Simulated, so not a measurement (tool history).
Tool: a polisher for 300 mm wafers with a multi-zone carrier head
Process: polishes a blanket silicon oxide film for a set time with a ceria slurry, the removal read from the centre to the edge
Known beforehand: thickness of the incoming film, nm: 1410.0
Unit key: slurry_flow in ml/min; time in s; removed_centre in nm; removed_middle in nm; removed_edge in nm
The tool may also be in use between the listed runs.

Run 1, day 0: slurry_flow 160 ml/min, centre_zone 1, middle_zone 1, edge_zone 1, time 79 s. Result: removed_centre 223.83 nm, removed_middle 227.55 nm, removed_edge 224.8 nm.
Run 2, day 0.375: slurry_flow 160 ml/min, centre_zone 1, middle_zone 1, edge_zone 1.08, time 79 s. Result: removed_centre 230.79 nm, removed_middle 225.29 nm, removed_edge 239.6 nm.
Run 3, day 0.508: slurry_flow 165 ml/min, centre_zone 1, middle_zone 1, edge_zone 1.09, time 80 s. Result: removed_centre 237.35 nm, removed_middle 231.59 nm, removed_edge 240.85 nm.
Run 4, day 0.554: slurry_flow 165 ml/min, centre_zone 1, middle_zone 1, edge_zone 1.13, time 80 s. Result: removed_centre 236.82 nm, removed_middle 235.53 nm, removed_edge 246.01 nm.
Run 5, day 0.896: slurry_flow 165 ml/min, centre_zone 1, middle_zone 0.99, edge_zone 1.14, time 82 s. Result: removed_centre 241.33 nm, removed_middle 237.04 nm, removed_edge 259.37 nm.
Run 6, day 1.021: slurry_flow 165 ml/min, centre_zone 1.05, middle_zone 0.99, edge_zone 1.14, time 82 s. Result: removed_centre 254.37 nm, removed_middle 238.14 nm, removed_edge 257.94 nm.
Run 7, day 1.392: slurry_flow 165 ml/min, centre_zone 1.05, middle_zone 0.99, edge_zone 1.15, time 83 s. Result: removed_centre 247.24 nm, removed_middle 237.58 nm, removed_edge 256.88 nm.
Run 8, day 1.546: slurry_flow 170 ml/min, centre_zone 1.05, middle_zone 0.98, edge_zone 1.15, time 84 s. Result: removed_centre 255.74 nm, removed_middle 245.01 nm, removed_edge 256.08 nm.

Expected results for the next run?
Run 9, day 1.696: slurry_flow 165 ml/min, centre_zone 1.06, middle_zone 0.99, edge_zone 1.15, time 86 s. Result: removed_centre ?, removed_middle ?, removed_edge ?.

Run 9 measured removed_centre 261.92 nm, removed_middle 246.03 nm, removed_edge 265.03 nm.
